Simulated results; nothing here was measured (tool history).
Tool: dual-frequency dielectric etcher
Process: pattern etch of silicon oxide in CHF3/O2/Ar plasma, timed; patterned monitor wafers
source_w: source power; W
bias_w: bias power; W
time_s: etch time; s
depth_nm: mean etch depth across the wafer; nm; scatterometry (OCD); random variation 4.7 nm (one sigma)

Run 1, hour 0: source_w 740 W, bias_w 218 W, time_s 416.5 s. Result: depth_nm 910.5 nm.
Run 2, hour 8.4: source_w 690 W, bias_w 210 W, time_s 416.5 s. Result: depth_nm 875.23 nm.
Run 3, hour 14.6: source_w 650 W, bias_w 204 W, time_s 416.5 s. Result: depth_nm 854.44 nm.
Run 4, hour 16.4: source_w 650 W, bias_w 231 W, time_s 416.5 s. Result: depth_nm 890.73 nm.
Run 5, hour 24: source_w 770 W, bias_w 231 W, time_s 416.5 s. Result: depth_nm 947.98 nm.
Run 6, hour 28.4: source_w 820 W, bias_w 231 W, time_s 416.5 s. Result: depth_nm 987.58 nm.
Run 7, hour 32.7: source_w 760 W, bias_w 223 W, time_s 416.5 s. Result: depth_nm 933.77 nm.
Run 8, hour 40.7: source_w 710 W, bias_w 215 W, time_s 416.5 s. Result: depth_nm 904.96 nm.

Run 9 comes next. What will it give?
Run 9, hour 43.5: source_w 660 W, bias_w 208 W, time_s 416.5 s. Result: depth_nm ?.

depth_nm: 867.45 nm
